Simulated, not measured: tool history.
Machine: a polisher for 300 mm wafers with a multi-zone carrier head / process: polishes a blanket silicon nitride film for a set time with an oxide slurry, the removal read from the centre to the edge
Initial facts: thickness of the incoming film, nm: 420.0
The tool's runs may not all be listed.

run  hour  flow of slurry (ml/min)  pressure of the head's centre zone  pressure of the head's middle zone  pressure of the head's edge zone  abrasive content of the slurry  polishing time (s)  film removed at the wafer's centre (Å)  film removed at mid-radius (Å)  film removed at the wafer's edge (Å)
  1     0                      265                                   1                                   1                                 1                               1                  44                                  267.43                          255.94                                248.99
  2   3.2                      265                                   1                                   1                                 1                               1                  37                                  226.05                          217.17                                208.44
  3   6.6                      265                                0.98                                1.02                              1.05                            1.15                  41                                  262.66                          262.55                                255.36
  4  11.5                      265                                0.97                                1.03                              1.09                            1.25                  44                                  293.33                          291.06                                289.58
  5  17.9                      265                                1.01                                1.03                              1.09                            1.25                  44                                  303.29                          294.54                                287.15
  6    25                      265                                1.07                                1.03                              1.09                            1.25                  44                                  318.74                           294.6                                288.01
  7  28.7                      270                                1.02                                1.04                              1.12                            1.35                  46                                  332.04                             321                                310.79
  8  35.5                      255                                0.98                                1.04                              1.14                             1.4                  48                                  334.55                          333.83                                336.79
  9  44.3                      270                                0.96                                1.05                              1.16                            1.45                  49                                  342.13                          361.13                                 357.5
 10  53.1                      285                                0.96                                1.04                              1.17                            1.45                  49                                  342.33                          353.68                                   353

Estimate the outcome of run 11 from the log above:
 11  57.2                      275                                0.96                                1.05                              1.18                            1.45                  50                                       ?                               ?                                     ?

film removed at the wafer's centre (Å): 351.44
film removed at mid-radius (Å): 360.31
film removed at the wafer's edge (Å): 368.91

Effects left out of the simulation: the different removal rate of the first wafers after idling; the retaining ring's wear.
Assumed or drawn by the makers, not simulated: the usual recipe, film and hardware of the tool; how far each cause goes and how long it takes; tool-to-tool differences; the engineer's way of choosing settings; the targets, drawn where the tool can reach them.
